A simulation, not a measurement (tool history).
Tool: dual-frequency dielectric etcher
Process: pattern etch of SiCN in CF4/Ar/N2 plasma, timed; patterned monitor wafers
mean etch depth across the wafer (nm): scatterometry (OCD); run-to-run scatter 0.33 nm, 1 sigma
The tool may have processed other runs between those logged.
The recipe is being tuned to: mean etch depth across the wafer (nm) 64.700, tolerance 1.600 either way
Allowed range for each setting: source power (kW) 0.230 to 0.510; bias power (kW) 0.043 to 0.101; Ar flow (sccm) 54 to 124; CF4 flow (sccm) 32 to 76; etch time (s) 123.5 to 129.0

run  hour  source power (kW)  bias power (kW)  Ar flow (sccm)  CF4 flow (sccm)  etch time (s)  mean etch depth across the wafer (nm)
  1   0.0              0.370            0.072              89               54          123.5                                 84.888
  2   3.9              0.370            0.065              89               54          123.5                                 81.865
  3   6.5              0.370            0.075              89               54          123.5                                 86.125
  4   7.2              0.330            0.074              89               54          123.5                                 78.442
  5  12.5              0.300            0.073              89               54          123.5                                 74.526
  6  16.5              0.300            0.073              89               54          123.5                                 73.291
  7  23.6              0.280            0.072              89               54          123.5                                 70.053
  8  31.9              0.270            0.072              89               54          123.5                                 69.033
  9  34.4              0.260            0.072              89               54          123.5                                 66.777

Consider the 4 candidate settings below. Which is the only one whose results all fall within their allowed miss of target?
  A  36.9              0.290            0.067              89               51          125.0                                      ?
  B  36.9              0.240            0.076              90               57          127.5                                      ?
  C  36.9              0.280            0.055              88               46          126.5                                      ?
  D  36.9              0.250            0.077              90               56          126.0                                      ?

move  mean etch depth across the wafer (nm)
   A                                 71.013
   B                                 68.297
   C                                 64.880
   D                                 69.283
A: further off than the last run
B: further off than the last run
C: in spec on every target
D: further off than the last run
Go with C: it meets all targets.
